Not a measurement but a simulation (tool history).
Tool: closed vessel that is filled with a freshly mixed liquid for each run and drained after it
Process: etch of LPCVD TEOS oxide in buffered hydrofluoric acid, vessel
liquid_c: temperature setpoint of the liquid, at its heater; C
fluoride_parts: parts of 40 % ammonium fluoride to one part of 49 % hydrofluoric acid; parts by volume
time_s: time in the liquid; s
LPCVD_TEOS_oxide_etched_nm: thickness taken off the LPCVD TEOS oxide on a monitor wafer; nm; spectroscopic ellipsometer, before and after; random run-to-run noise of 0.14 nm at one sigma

run  hour  liquid_c  fluoride_parts  time_s  LPCVD_TEOS_oxide_etched_nm
  1     0        22            10.5      30                      51.513
  2   4.4        22            12.5      30                      43.356
  3   6.9      21.5            12.5      30                      42.173
  4  14.9      21.5            14.5      30                      36.353
  5  19.2        22            14.5      30                      37.321
  6  26.8        19            14.5      30                      31.746
  7    36        20            14.5      30                      33.581
  8  42.4      20.5            14.5      30                      34.294
  9  45.8        21            14.5      30                      35.459
 10  54.3      21.5            14.5      30                      36.353

Run 11 comes next. What will it give?
 11  56.5        22            14.5      30                           ?

{"run 11": {"LPCVD_TEOS_oxide_etched_nm": 37.363}}
